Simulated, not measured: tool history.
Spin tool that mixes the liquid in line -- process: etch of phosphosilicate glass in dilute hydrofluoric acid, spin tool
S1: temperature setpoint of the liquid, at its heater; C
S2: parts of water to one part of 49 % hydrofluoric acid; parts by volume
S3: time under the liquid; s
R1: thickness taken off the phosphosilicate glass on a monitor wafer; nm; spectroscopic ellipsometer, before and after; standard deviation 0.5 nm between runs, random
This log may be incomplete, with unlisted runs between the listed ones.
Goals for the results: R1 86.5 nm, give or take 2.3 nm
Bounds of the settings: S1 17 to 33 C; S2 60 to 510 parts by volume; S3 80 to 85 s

{"run": 1, "hour": 0.0, "S1": 25, "S2": 285, "S3": 80, "R1": 48.604}
{"run": 2, "hour": 3.6, "S1": 26, "S2": 275, "S3": 80, "R1": 52.764}
{"run": 3, "hour": 9.8, "S1": 29.5, "S2": 275, "S3": 80, "R1": 58.996}
{"run": 4, "hour": 13.8, "S1": 29.5, "S2": 275, "S3": 85, "R1": 62.228}
{"run": 5, "hour": 21.2, "S1": 27, "S2": 275, "S3": 85, "R1": 57.923}
{"run": 6, "hour": 27.1, "S1": 25, "S2": 275, "S3": 85, "R1": 53.704}
{"run": 7, "hour": 28.2, "S1": 26, "S2": 265, "S3": 85, "R1": 58.372}
{"run": 8, "hour": 29.4, "S1": 27, "S2": 260, "S3": 85, "R1": 62.159}
{"run": 9, "hour": 31.4, "S1": 28, "S2": 255, "S3": 85, "R1": 65.469}
{"run": 10, "hour": 39.3, "S1": 28.5, "S2": 250, "S3": 85, "R1": 68.495}
{"run": 11, "hour": 48.1, "S1": 29, "S2": 245, "S3": 85, "R1": 71.885}
{"run": 12, "hour": 52.2, "S1": 29.5, "S2": 245, "S3": 85, "R1": 72.722}
{"run": 13, "hour": 53.0, "S1": 30, "S2": 245, "S3": 85, "R1": 73.984}
{"run": 14, "hour": 58.8, "S1": 30.5, "S2": 245, "S3": 85, "R1": 75.743}
{"run": 15, "hour": 61.2, "S1": 31, "S2": 245, "S3": 85, "R1": 76.464}

Which of these 4 next moves meets every target?
{"run": "A", "hour": 63.6, "S1": 32, "S2": 240, "S3": 85, "R1": "?"}
{"run": "B", "hour": 63.6, "S1": 31, "S2": 270, "S3": 80, "R1": "?"}
{"run": "C", "hour": 63.6, "S1": 32, "S2": 230, "S3": 85, "R1": "?"}
{"run": "D", "hour": 63.6, "S1": 31, "S2": 235, "S3": 85, "R1": "?"}

move=A R1=81.595
move=B R1=63.761
move=C R1=86.194
move=D R1=81.114
A: gains on the last run, yet a result remains outside its allowed miss
B: its largest miss is bigger than the last run's
C: in spec on every target
D: gains on the last run, yet a result remains outside its allowed miss
Move C is the one to make.

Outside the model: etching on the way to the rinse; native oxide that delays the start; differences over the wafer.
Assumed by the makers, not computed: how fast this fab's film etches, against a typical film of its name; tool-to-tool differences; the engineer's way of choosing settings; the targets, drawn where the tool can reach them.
